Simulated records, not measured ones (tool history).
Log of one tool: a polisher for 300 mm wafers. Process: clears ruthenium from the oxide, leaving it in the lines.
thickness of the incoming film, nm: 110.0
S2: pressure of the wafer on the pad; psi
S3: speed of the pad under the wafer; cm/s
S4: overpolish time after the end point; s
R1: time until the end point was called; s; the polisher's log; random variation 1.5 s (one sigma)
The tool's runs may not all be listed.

{"run": 1, "hour": 0.0, "flow of slurry (ml/min)": 135, "S2": 1.7, "S3": 110, "S4": 21, "R1": 104.98}
{"run": 2, "hour": 4.8, "flow of slurry (ml/min)": 135, "S2": 2, "S3": 110, "S4": 21, "R1": 92.559}
{"run": 3, "hour": 11.7, "flow of slurry (ml/min)": 135, "S2": 2, "S3": 110, "S4": 22, "R1": 93.952}
{"run": 4, "hour": 13.4, "flow of slurry (ml/min)": 155, "S2": 2, "S3": 110, "S4": 22, "R1": 89.594}
{"run": 5, "hour": 16.1, "flow of slurry (ml/min)": 145, "S2": 1.6, "S3": 108, "S4": 22, "R1": 113.05}
{"run": 6, "hour": 20.4, "flow of slurry (ml/min)": 140, "S2": 1.4, "S3": 108, "S4": 22, "R1": 124.22}

The next listed run, before its measurement:
{"run": 7, "hour": 28.7, "flow of slurry (ml/min)": 130, "S2": 0.9, "S3": 102, "S4": 22, "R1": "?"}

R1: 184.08 s

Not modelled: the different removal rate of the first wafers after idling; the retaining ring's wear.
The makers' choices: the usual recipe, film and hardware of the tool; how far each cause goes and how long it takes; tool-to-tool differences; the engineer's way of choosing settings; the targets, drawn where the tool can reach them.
